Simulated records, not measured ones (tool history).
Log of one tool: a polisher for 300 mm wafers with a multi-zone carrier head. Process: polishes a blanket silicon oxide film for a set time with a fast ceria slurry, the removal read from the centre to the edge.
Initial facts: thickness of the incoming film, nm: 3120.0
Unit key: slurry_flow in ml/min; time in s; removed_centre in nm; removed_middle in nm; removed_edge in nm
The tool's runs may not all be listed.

| run | day | slurry_flow | centre_zone | middle_zone | edge_zone | time | removed_centre | removed_middle | removed_edge |
|---|---|---|---|---|---|---|---|---|---|
| 1 | 0.000 | 275 | 1.00 | 1.00 | 1.00 | 69 | 641.87 | 628.41 | 613.61 |
| 2 | 0.342 | 275 | 1.00 | 1.00 | 1.06 | 69 | 634.68 | 617.92 | 627.40 |
| 3 | 0.446 | 320 | 1.00 | 1.00 | 1.06 | 69 | 652.64 | 624.18 | 636.42 |
| 4 | 0.592 | 310 | 1.02 | 1.02 | 1.00 | 68 | 644.25 | 647.49 | 603.38 |
| 5 | 0.954 | 310 | 1.02 | 0.97 | 1.00 | 68 | 643.76 | 599.06 | 599.47 |
| 6 | 1.267 | 310 | 1.02 | 0.97 | 1.00 | 79 | 758.44 | 708.33 | 699.83 |
| 7 | 1.304 | 315 | 1.03 | 0.98 | 0.96 | 76 | 733.94 | 696.66 | 657.60 |
| 8 | 1.508 | 320 | 1.04 | 0.98 | 0.93 | 73 | 712.16 | 661.13 | 631.61 |

Run 9 comes next. What will it give?
| 9 | 1.533 | 320 | 1.05 | 1.00 | 0.90 | 70 | ? | ? | ? |

{"run 9": {"removed_centre": 685.61, "removed_middle": 646.24, "removed_edge": 596.76}}
